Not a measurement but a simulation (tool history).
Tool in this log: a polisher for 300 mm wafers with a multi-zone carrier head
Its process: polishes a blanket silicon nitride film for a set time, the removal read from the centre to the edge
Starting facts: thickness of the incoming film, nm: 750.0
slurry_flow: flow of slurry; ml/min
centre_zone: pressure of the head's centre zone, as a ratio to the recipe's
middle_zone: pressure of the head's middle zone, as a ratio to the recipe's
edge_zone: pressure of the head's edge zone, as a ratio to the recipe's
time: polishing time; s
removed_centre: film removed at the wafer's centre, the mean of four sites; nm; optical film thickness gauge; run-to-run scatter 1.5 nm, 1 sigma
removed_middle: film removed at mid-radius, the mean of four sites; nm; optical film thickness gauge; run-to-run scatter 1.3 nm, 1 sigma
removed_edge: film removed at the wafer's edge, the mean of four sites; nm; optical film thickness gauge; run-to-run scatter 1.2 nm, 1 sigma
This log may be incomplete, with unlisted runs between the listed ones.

{"run": 1, "day": 0.0, "slurry_flow": 310, "centre_zone": 1.0, "middle_zone": 1.0, "edge_zone": 1.0, "time": 51, "removed_centre": 80.599, "removed_middle": 80.626, "removed_edge": 81.153}
{"run": 2, "day": 0.108, "slurry_flow": 310, "centre_zone": 1.03, "middle_zone": 1.0, "edge_zone": 1.0, "time": 51, "removed_centre": 83.488, "removed_middle": 80.854, "removed_edge": 82.839}
{"run": 3, "day": 0.2, "slurry_flow": 305, "centre_zone": 1.02, "middle_zone": 0.99, "edge_zone": 1.02, "time": 53, "removed_centre": 84.336, "removed_middle": 83.359, "removed_edge": 86.119}
{"run": 4, "day": 0.508, "slurry_flow": 300, "centre_zone": 1.02, "middle_zone": 0.98, "edge_zone": 1.04, "time": 55, "removed_centre": 91.432, "removed_middle": 84.346, "removed_edge": 91.341}
{"run": 5, "day": 0.858, "slurry_flow": 300, "centre_zone": 1.0, "middle_zone": 0.98, "edge_zone": 1.06, "time": 57, "removed_centre": 90.318, "removed_middle": 87.449, "removed_edge": 92.728}
{"run": 6, "day": 1.212, "slurry_flow": 230, "centre_zone": 1.0, "middle_zone": 0.98, "edge_zone": 1.06, "time": 57, "removed_centre": 87.782, "removed_middle": 87.173, "removed_edge": 93.517}
{"run": 7, "day": 1.383, "slurry_flow": 225, "centre_zone": 0.99, "middle_zone": 0.98, "edge_zone": 1.07, "time": 59, "removed_centre": 86.912, "removed_middle": 88.907, "removed_edge": 95.385}

Run 8 is up next; what results do you expect?
{"run": 8, "day": 1.629, "slurry_flow": 225, "centre_zone": 0.99, "middle_zone": 0.98, "edge_zone": 1.07, "time": 59, "removed_centre": "?", "removed_middle": "?", "removed_edge": "?"}

{"run 8": {"removed_centre": 89.98, "removed_middle": 87.836, "removed_edge": 95.32}}
